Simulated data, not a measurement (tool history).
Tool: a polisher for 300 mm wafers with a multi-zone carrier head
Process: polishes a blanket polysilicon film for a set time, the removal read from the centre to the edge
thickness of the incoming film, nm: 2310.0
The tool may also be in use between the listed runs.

run	day	flow of slurry (ml/min)	pressure of the head's centre zone	pressure of the head's middle zone	pressure of the head's edge zone	polishing time (s)	film removed at the wafer's centre (angstrom)	film removed at mid-radius (angstrom)	film removed at the wafer's edge (angstrom)
1	0.000	200	1.00	1.00	1.00	37	2016.7	2034.3	1973.9
2	0.267	190	1.00	0.99	0.95	36	1944.8	1902.2	1868.4
3	0.633	190	1.00	1.05	0.95	36	1950.2	1988.0	1922.1
4	0.925	220	0.99	1.03	0.91	35	1902.6	1941.2	1863.5
5	1.171	210	1.00	1.05	0.88	34	1870.9	1938.8	1740.1
6	1.200	210	0.95	1.05	0.88	34	1766.6	1988.5	1772.8

Run 7 comes next. What will it give?
7	1.346	205	0.96	1.03	0.87	34	?	?	?

{"run 7": {"film removed at the wafer's centre (angstrom)": 1766.9, "film removed at mid-radius (angstrom)": 1904.3, "film removed at the wafer's edge (angstrom)": 1749.4}}

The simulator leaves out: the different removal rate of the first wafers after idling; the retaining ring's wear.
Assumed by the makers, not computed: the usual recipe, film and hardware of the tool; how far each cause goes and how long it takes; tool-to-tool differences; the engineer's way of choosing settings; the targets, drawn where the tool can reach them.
